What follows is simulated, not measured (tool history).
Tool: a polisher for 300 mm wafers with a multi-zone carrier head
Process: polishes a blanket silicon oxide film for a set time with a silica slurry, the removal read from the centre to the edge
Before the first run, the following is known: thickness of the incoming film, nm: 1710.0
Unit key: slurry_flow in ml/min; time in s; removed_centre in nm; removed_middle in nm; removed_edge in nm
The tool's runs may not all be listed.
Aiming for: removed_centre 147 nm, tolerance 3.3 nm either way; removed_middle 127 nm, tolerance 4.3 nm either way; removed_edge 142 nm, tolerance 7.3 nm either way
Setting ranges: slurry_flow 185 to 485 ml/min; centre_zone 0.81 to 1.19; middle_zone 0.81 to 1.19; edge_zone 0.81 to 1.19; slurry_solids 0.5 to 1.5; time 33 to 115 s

run,hour,slurry_flow,centre_zone,middle_zone,edge_zone,slurry_solids,time,removed_centre,removed_middle,removed_edge
1,0,310,1,1,1,1,73,180.29,183.44,182
2,8.1,305,1,0.95,0.98,0.9,73,174.13,169.33,181.36
3,9.7,305,1,0.95,0.98,1,73,178.4,171.24,185.89
4,12.7,320,1.02,0.93,0.96,0.85,71,169.42,159.23,165.34
5,18.4,320,1.02,0.93,0.96,0.85,63,150.27,139.94,149.61
6,22.8,315,1.02,0.91,0.94,0.85,63,149.93,136.59,150.86
7,27.3,315,1.03,0.9,0.93,0.8,63,150.19,133.84,144.81
8,33.5,310,1.03,0.89,0.92,0.8,63,148.83,131.91,147.35
9,37.2,315,1.03,0.88,0.92,0.8,63,147.81,130.5,145.67
10,41.4,315,1.03,0.88,0.91,0.8,63,148.06,131.79,143.47

Exercise: of the 4 proposed moves below, exactly one satisfies all targets within the stated allowed misses. Which move is it?
A,45.6,280,1.01,0.94,0.87,0.8,66,?,?,?
B,45.6,265,1.05,0.87,0.95,0.85,61,?,?,?
C,45.6,340,1.02,0.94,0.86,0.9,60,?,?,?
D,45.6,335,0.96,0.86,0.87,0.65,72,?,?,?

move,removed_centre,removed_middle,removed_edge
A,150.66,143.65,143.24
B,146.76,127.46,140.2
C,147.01,138.51,136.79
D,148.28,139.56,147.7
A: misses by more than the last run did
B: every result lands within tolerance
C: misses by more than the last run did
D: misses by more than the last run did
Correct choice: B, which meets every target
